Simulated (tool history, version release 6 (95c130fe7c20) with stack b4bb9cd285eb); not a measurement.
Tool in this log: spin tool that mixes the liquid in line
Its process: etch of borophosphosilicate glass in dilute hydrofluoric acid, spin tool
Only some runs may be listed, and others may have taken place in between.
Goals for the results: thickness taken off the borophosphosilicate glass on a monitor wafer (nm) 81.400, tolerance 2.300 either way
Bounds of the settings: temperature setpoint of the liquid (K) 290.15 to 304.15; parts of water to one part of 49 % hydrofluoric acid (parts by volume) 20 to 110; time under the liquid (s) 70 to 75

| run | hour | temperature setpoint of the liquid (K) | parts of water to one part of 49 % hydrofluoric acid (parts by volume) | time under the liquid (s) | thickness taken off the borophosphosilicate glass on a monitor wafer (nm) |
|---|---|---|---|---|---|
| 1 | 0.0 | 296.15 | 60 | 70 | 55.448 |
| 2 | 1.6 | 297.15 | 60 | 70 | 58.144 |
| 3 | 5.9 | 297.15 | 50 | 70 | 69.930 |
| 4 | 9.5 | 297.65 | 50 | 70 | 73.116 |
|  | 13.7 | thermometer replaced |
| 5 | 13.7 | 298.65 | 50 | 70 | 71.241 |
| 6 | 18.9 | 299.15 | 50 | 70 | 72.013 |
| 7 | 23.6 | 299.65 | 50 | 70 | 74.612 |
| 8 | 31.0 | 300.15 | 50 | 70 | 75.516 |

Which single option among these 4 for the next run brings every result within its allowed miss of target? Just one does.
| A | 38.4 | 297.65 | 45 | 70 | ? |
| B | 38.4 | 301.65 | 55 | 75 | ? |
| C | 38.4 | 300.15 | 55 | 70 | ? |
| D | 38.4 | 299.15 | 45 | 70 | ? |

| move | thickness taken off the borophosphosilicate glass on a monitor wafer (nm) |
|---|---|
| A | 75.842 |
| B | 77.035 |
| C | 67.735 |
| D | 80.643 |
A: nearer the targets than the last run, but a result is still out of spec
B: nearer the targets than the last run, but a result is still out of spec
C: further off than the last run
D: in spec on every target
So the answer is move D, the one that meets all the targets.
